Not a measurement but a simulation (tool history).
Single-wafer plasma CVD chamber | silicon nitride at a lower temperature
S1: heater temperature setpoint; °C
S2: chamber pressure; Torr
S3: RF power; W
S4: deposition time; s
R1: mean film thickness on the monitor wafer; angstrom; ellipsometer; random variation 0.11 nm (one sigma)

run,hour,S1,S2,S3,S4,R1
1,0.0,345,1.72,325,22.9,275.68
2,0.7,345,1.63,315,22.9,265.52
3,8.9,345,1.55,305,22.9,255.48
4,14.3,345,1.44,305,22.9,245.86
5,21.7,345,1.44,285,22.9,235.59
6,27.6,345,1.44,285,23.7,243.54

Run 7 comes next. What will it give?
7,36.1,345,1.39,285,23.7,?

R1: 238.65 angstrom

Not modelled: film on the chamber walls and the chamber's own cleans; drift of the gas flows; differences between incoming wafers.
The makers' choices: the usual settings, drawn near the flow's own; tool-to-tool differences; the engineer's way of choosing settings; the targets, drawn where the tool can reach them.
